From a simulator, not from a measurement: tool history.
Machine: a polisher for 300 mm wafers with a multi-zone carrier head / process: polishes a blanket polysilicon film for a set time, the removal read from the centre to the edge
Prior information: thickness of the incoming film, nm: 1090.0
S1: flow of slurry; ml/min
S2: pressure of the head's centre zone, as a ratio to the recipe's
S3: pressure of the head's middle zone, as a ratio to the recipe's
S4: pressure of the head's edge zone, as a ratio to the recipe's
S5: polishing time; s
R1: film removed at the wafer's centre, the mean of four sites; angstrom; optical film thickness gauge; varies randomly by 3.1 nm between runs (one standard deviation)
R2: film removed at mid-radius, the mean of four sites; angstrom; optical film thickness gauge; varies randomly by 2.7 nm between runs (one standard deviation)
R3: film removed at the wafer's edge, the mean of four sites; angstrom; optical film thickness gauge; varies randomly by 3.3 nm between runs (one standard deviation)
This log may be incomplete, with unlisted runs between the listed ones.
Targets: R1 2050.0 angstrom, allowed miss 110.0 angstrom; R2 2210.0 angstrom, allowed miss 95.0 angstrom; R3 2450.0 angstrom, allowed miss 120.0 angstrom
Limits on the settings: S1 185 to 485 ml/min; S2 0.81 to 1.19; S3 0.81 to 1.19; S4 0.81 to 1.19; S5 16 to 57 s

run,hour,S1,S2,S3,S4,S5,R1,R2,R3
1,0.0,310,1.00,1.00,1.00,36,4582.7,4636.0,4601.9
2,1.7,285,0.97,0.97,0.98,32,3867.6,3980.0,3893.6
3,9.6,230,0.97,0.97,0.98,32,3939.2,3878.2,3858.6
4,13.5,260,0.97,0.97,0.98,32,3878.4,3960.3,3866.5
5,15.2,260,0.95,0.94,1.00,29,3442.0,3495.2,3617.7
6,21.8,260,0.93,0.92,1.00,27,3181.0,3160.6,3416.0
7,23.1,265,0.91,0.92,0.99,25,2877.3,2939.8,3084.3
8,30.5,265,0.89,0.91,0.99,24,2751.6,2764.1,3003.8
9,36.0,270,0.88,0.91,1.00,23,2667.7,2694.2,2912.3
10,41.7,275,0.87,0.92,1.02,22,2531.6,2581.2,2826.4
11,46.1,280,0.86,0.93,1.03,21,2356.4,2563.4,2746.3
12,46.7,280,0.86,0.93,1.03,21,2368.0,2448.5,2655.4
13,52.6,280,0.85,0.93,1.04,21,2364.8,2532.4,2720.8
14,55.5,280,0.84,0.93,1.04,20,2187.5,2381.5,2571.4

Of the 4 settings listed for the next run, only one would bring every result within its allowed miss of target. Which one?
A,58.4,255,0.90,1.14,0.94,18,?,?,?
B,58.4,300,0.81,1.11,1.07,17,?,?,?
C,58.4,360,0.89,0.98,1.03,17,?,?,?
D,58.4,220,0.81,0.88,0.99,20,?,?,?

move,R1,R2,R3
A,2079.6,2547.3,2212.9
B,1859.8,2397.3,2250.5
C,2027.1,2194.3,2244.8
D,2088.5,2227.9,2485.5
A: moves away from the targets compared with the last run
B: moves away from the targets compared with the last run
C: puts the biggest miss on target and leaves a different result outside tolerance
D: in spec on every target
So the answer is move D, the one that meets all the targets.
